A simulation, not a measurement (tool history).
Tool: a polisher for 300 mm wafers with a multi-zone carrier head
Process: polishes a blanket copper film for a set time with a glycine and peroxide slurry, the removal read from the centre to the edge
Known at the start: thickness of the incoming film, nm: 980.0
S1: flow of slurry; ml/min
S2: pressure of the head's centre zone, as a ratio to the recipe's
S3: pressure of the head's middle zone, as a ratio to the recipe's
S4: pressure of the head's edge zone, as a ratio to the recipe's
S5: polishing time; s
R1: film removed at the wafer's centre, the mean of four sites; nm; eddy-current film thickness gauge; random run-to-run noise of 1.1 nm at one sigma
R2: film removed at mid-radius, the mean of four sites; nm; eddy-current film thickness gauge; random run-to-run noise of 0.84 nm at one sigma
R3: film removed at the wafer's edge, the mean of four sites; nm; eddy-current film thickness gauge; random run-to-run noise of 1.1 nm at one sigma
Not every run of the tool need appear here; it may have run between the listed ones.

run  hour   S1    S2    S3    S4  S5      R1      R2      R3
  1     0  205     1     1     1  30   135.1   148.8  144.39
  2   7.5  205  1.01  0.98  0.96  28  127.57  138.17  132.35
  3  14.4  205  1.01  0.98  0.96  31   143.8  152.95  147.48
  4  18.4  205  0.96  0.98  0.96  31  134.81  152.58  144.47
  5  25.2  200  0.98  0.95  0.93  29  129.72  139.37  135.27
  6  26.8  200  0.98  0.88  0.93  29  127.64  130.38  134.74
  7  34.5  190  1.06  0.87  0.83  21  99.188  92.214  91.868
     36.6  -- centre zone pressure recalibrated
  8  36.6  205  1.06  0.88  0.85  21  110.43  93.914  94.871
  9  44.1  205  1.06  0.88  0.85  21  112.49  93.264   95.21
 10    52  205  1.05   0.9  0.86  21  112.58  95.626   94.08
 11  57.9  200  1.04  0.91  0.88  21  110.05  96.213   96.67

Run 12 comes next. What will it give?
 12  62.8  200  1.03  0.92  0.89  21   ?   ?   ?

For run 12 the tool returned R1 108.24 nm, R2 95.859 nm, R3 96.2 nm.
